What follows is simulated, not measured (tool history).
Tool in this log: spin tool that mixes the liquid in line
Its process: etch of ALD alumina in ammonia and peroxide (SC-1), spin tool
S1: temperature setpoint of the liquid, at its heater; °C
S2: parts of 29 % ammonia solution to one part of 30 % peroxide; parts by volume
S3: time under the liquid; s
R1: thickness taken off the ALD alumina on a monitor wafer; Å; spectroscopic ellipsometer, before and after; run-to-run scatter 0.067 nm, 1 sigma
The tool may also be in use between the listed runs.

Run 1, hour 0.0: S1 46.0 °C, S2 0.75 parts by volume, S3 230 s. Result: R1 97.745 Å.
Run 2, hour 7.5: S1 47.0 °C, S2 0.75 parts by volume, S3 230 s. Result: R1 103.440 Å.
Run 3, hour 9.5: S1 52.0 °C, S2 0.75 parts by volume, S3 230 s. Result: R1 137.610 Å.
Run 4, hour 18.0: S1 51.5 °C, S2 0.75 parts by volume, S3 230 s. Result: R1 133.290 Å.
Run 5, hour 20.4: S1 51.5 °C, S2 1.00 parts by volume, S3 230 s. Result: R1 138.310 Å.
Run 6, hour 22.6: S1 44.5 °C, S2 1.00 parts by volume, S3 230 s. Result: R1 92.662 Å.
Run 7, hour 28.0: S1 51.0 °C, S2 1.00 parts by volume, S3 230 s. Result: R1 133.440 Å.

Forecast run 8:
Run 8, hour 35.5: S1 50.5 °C, S2 1.00 parts by volume, S3 230 s. Result: R1 ?.

R1: 129.710 Å

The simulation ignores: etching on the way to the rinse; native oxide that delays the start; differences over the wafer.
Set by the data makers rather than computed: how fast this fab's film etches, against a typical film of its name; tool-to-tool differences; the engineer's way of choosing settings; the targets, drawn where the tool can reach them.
